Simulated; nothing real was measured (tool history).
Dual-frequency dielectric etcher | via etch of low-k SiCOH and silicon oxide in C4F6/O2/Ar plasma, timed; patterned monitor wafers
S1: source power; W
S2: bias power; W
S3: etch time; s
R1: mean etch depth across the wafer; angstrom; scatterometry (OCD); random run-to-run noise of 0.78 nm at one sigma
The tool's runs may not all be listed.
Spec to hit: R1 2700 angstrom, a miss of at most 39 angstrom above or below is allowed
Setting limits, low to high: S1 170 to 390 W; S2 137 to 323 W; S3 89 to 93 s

{"run": 1, "hour": 0.0, "S1": 280, "S2": 230, "S3": 89, "R1": 2155.8}
{"run": 2, "hour": 7.5, "S1": 300, "S2": 242, "S3": 89, "R1": 2283.3}
{"run": 3, "hour": 15.6, "S1": 270, "S2": 242, "S3": 89, "R1": 2195.3}
{"run": 4, "hour": 20.2, "S1": 240, "S2": 242, "S3": 89, "R1": 2118.6}
{"run": 5, "hour": 26.7, "S1": 240, "S2": 242, "S3": 93, "R1": 2217.9}
{"hour": 35.5, "done": "wet clean of the chamber"}
{"run": 6, "hour": 35.5, "S1": 240, "S2": 242, "S3": 93, "R1": 2322.9}
{"run": 7, "hour": 43.8, "S1": 270, "S2": 248, "S3": 93, "R1": 2420.3}
{"run": 8, "hour": 48.8, "S1": 330, "S2": 260, "S3": 93, "R1": 2652.7}

Consider the 5 candidate settings below. Which is the only one whose results all fall within their allowed miss of target?
{"run": "A", "hour": 53.8, "S1": 330, "S2": 248, "S3": 91.5, "R1": "?"}
{"run": "B", "hour": 53.8, "S1": 330, "S2": 269, "S3": 91, "R1": "?"}
{"run": "C", "hour": 53.8, "S1": 350, "S2": 273, "S3": 91, "R1": "?"}
{"run": "D", "hour": 53.8, "S1": 340, "S2": 297, "S3": 91.5, "R1": "?"}
{"run": "E", "hour": 53.8, "S1": 340, "S2": 263, "S3": 89.5, "R1": "?"}

move=A R1=2563.1
move=B R1=2649.2
move=C R1=2718.8
move=D R1=2817.1
move=E R1=2602.9
A: lands further from the targets than the last run did
B: lands further from the targets than the last run did
C: every result lands within tolerance
D: the result that was furthest off in the last run now lies on the other side of its target
E: lands further from the targets than the last run did
Correct choice: C, which meets every target

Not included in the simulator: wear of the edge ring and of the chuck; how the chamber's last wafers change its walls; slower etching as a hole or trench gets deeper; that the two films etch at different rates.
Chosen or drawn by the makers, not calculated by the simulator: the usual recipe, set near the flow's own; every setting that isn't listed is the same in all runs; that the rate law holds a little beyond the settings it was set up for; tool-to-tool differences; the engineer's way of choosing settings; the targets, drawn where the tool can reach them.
